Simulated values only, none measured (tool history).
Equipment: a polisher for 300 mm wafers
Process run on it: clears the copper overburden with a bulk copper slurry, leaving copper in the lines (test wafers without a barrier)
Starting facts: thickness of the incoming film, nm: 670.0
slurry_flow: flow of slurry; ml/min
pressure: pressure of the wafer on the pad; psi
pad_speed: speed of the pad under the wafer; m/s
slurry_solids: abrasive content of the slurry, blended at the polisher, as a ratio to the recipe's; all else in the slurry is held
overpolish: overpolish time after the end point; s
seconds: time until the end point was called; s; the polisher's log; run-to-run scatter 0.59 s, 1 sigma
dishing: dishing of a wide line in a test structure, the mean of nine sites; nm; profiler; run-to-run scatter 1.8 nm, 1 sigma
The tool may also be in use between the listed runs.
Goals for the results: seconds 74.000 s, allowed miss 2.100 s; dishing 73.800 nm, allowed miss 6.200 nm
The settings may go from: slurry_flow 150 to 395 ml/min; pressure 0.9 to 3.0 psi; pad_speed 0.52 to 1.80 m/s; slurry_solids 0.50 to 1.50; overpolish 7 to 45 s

{"run": 1, "hour": 0.0, "slurry_flow": 250, "pressure": 1.9, "pad_speed": 1.16, "slurry_solids": 1.0, "overpolish": 23, "seconds": 90.457, "dishing": 62.793}
{"run": 2, "hour": 1.1, "slurry_flow": 280, "pressure": 1.9, "pad_speed": 1.16, "slurry_solids": 1.0, "overpolish": 23, "seconds": 88.711, "dishing": 63.94}
{"run": 3, "hour": 4.3, "slurry_flow": 290, "pressure": 2.0, "pad_speed": 1.16, "slurry_solids": 1.0, "overpolish": 24, "seconds": 85.045, "dishing": 70.577}
{"run": 4, "hour": 9.9, "slurry_flow": 225, "pressure": 2.0, "pad_speed": 1.16, "slurry_solids": 1.0, "overpolish": 24, "seconds": 85.651, "dishing": 64.887}
{"run": 5, "hour": 11.2, "slurry_flow": 225, "pressure": 2.0, "pad_speed": 1.16, "slurry_solids": 1.0, "overpolish": 19, "seconds": 87.166, "dishing": 61.975}
{"run": 6, "hour": 17.5, "slurry_flow": 275, "pressure": 2.0, "pad_speed": 1.16, "slurry_solids": 1.0, "overpolish": 19, "seconds": 83.919, "dishing": 61.796}
{"run": 7, "hour": 23.4, "slurry_flow": 280, "pressure": 2.1, "pad_speed": 1.16, "slurry_solids": 1.0, "overpolish": 20, "seconds": 80.811, "dishing": 66.889}
{"run": 8, "hour": 26.1, "slurry_flow": 285, "pressure": 2.1, "pad_speed": 1.16, "slurry_solids": 1.0, "overpolish": 20, "seconds": 79.667, "dishing": 68.664}
{"run": 9, "hour": 28.4, "slurry_flow": 290, "pressure": 2.1, "pad_speed": 1.16, "slurry_solids": 1.0, "overpolish": 20, "seconds": 79.673, "dishing": 67.208}
{"run": 10, "hour": 31.5, "slurry_flow": 295, "pressure": 2.1, "pad_speed": 1.16, "slurry_solids": 1.0, "overpolish": 21, "seconds": 79.322, "dishing": 67.052}
{"run": 11, "hour": 37.5, "slurry_flow": 300, "pressure": 2.1, "pad_speed": 1.16, "slurry_solids": 1.0, "overpolish": 22, "seconds": 78.575, "dishing": 70.492}
{"run": 12, "hour": 40.5, "slurry_flow": 310, "pressure": 2.1, "pad_speed": 1.16, "slurry_solids": 1.0, "overpolish": 22, "seconds": 79.284, "dishing": 70.175}

Exactly one of the 5 candidate moves below puts every result within its allowed miss. Which one?
{"run": "A", "hour": 43.5, "slurry_flow": 385, "pressure": 2.0, "pad_speed": 1.08, "slurry_solids": 1.15, "overpolish": 23, "seconds": "?", "dishing": "?"}
{"run": "B", "hour": 43.5, "slurry_flow": 345, "pressure": 2.1, "pad_speed": 1.18, "slurry_solids": 0.9, "overpolish": 30, "seconds": "?", "dishing": "?"}
{"run": "C", "hour": 43.5, "slurry_flow": 220, "pressure": 2.9, "pad_speed": 0.96, "slurry_solids": 0.9, "overpolish": 21, "seconds": "?", "dishing": "?"}
{"run": "D", "hour": 43.5, "slurry_flow": 320, "pressure": 2.0, "pad_speed": 1.24, "slurry_solids": 0.95, "overpolish": 14, "seconds": "?", "dishing": "?"}
{"run": "E", "hour": 43.5, "slurry_flow": 395, "pressure": 2.1, "pad_speed": 1.1, "slurry_solids": 0.85, "overpolish": 30, "seconds": "?", "dishing": "?"}

move=A seconds=84.121 dishing=66.943
move=B seconds=78.967 dishing=73.465
move=C seconds=74.322 dishing=72.846
move=D seconds=78.509 dishing=56.485
move=E seconds=84.579 dishing=72.465
A: moves away from the targets compared with the last run
B: nearer the targets than the last run, but a result is still out of spec
C: hits every target within its allowed miss
D: moves away from the targets compared with the last run
E: moves away from the targets compared with the last run
So the answer is move C, the one that meets all the targets.
